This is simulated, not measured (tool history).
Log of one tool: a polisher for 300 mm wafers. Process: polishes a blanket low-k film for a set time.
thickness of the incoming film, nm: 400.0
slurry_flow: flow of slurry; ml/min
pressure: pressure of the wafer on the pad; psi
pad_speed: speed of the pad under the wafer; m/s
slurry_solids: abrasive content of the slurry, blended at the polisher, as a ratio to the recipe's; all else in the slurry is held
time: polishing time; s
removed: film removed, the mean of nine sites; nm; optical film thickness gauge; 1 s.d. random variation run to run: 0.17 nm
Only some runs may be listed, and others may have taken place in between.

{"run": 1, "day": 0.0, "slurry_flow": 125, "pressure": 2.3, "pad_speed": 1.02, "slurry_solids": 1.0, "time": 80, "removed": 40.241}
{"run": 2, "day": 0.108, "slurry_flow": 120, "pressure": 2.1, "pad_speed": 0.94, "slurry_solids": 1.0, "time": 80, "removed": 33.491}
{"run": 3, "day": 0.254, "slurry_flow": 115, "pressure": 1.9, "pad_speed": 0.9, "slurry_solids": 1.0, "time": 80, "removed": 29.075}
{"run": 4, "day": 0.512, "slurry_flow": 115, "pressure": 1.9, "pad_speed": 1.16, "slurry_solids": 1.0, "time": 80, "removed": 35.05}
{"run": 5, "day": 0.608, "slurry_flow": 115, "pressure": 1.9, "pad_speed": 1.16, "slurry_solids": 1.0, "time": 84, "removed": 37.501}
{"run": 6, "day": 0.883, "slurry_flow": 85, "pressure": 1.9, "pad_speed": 1.16, "slurry_solids": 1.0, "time": 84, "removed": 33.917}
{"run": 7, "day": 1.167, "slurry_flow": 85, "pressure": 1.8, "pad_speed": 1.08, "slurry_solids": 1.0, "time": 84, "removed": 30.519}
{"run": 8, "day": 1.217, "slurry_flow": 85, "pressure": 1.7, "pad_speed": 1.02, "slurry_solids": 1.0, "time": 84, "removed": 27.715}
{"run": 9, "day": 1.267, "slurry_flow": 85, "pressure": 1.6, "pad_speed": 0.98, "slurry_solids": 1.0, "time": 84, "removed": 24.837}
{"run": 10, "day": 1.35, "slurry_flow": 85, "pressure": 1.5, "pad_speed": 0.96, "slurry_solids": 1.0, "time": 84, "removed": 23.542}

Run 11, settings as shown, results not yet in. Your forecast:
{"run": 11, "day": 1.621, "slurry_flow": 85, "pressure": 1.4, "pad_speed": 0.94, "slurry_solids": 1.0, "time": 84, "removed": "?"}

Run 11 came out at removed 21.583 nm.

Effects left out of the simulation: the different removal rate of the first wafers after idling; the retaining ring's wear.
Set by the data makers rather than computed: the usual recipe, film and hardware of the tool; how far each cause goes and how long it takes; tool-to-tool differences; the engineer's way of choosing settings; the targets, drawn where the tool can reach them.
